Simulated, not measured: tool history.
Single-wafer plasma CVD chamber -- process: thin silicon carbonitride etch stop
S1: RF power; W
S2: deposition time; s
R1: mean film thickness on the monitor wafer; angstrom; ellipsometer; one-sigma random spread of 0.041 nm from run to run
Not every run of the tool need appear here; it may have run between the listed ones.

Run 1, hour 0: S1 230 W, S2 13.6 s. Result: R1 81.16 angstrom.
Run 2, hour 4.3: S1 230 W, S2 12.6 s. Result: R1 75.364 angstrom.
Run 3, hour 8.1: S1 230 W, S2 10.7 s. Result: R1 63.84 angstrom.
Run 4, hour 16.4: S1 230 W, S2 11.7 s. Result: R1 70.065 angstrom.
Run 5, hour 17.6: S1 260 W, S2 11.7 s. Result: R1 73.014 angstrom.
Run 6, hour 18.9: S1 270 W, S2 12.4 s. Result: R1 78.965 angstrom.
Run 7, hour 21: S1 280 W, S2 12.8 s. Result: R1 81.733 angstrom.
Run 8, hour 25.3: S1 285 W, S2 13.2 s. Result: R1 84.988 angstrom.
Run 9, hour 33.1: S1 290 W, S2 13.5 s. Result: R1 87.798 angstrom.
Run 10, hour 34: S1 295 W, S2 13.6 s. Result: R1 89.092 angstrom.

Run 11 has not been measured yet. What should we expect?
Run 11, hour 38.1: S1 295 W, S2 13.6 s. Result: R1 ?.

R1: 88.728 angstrom

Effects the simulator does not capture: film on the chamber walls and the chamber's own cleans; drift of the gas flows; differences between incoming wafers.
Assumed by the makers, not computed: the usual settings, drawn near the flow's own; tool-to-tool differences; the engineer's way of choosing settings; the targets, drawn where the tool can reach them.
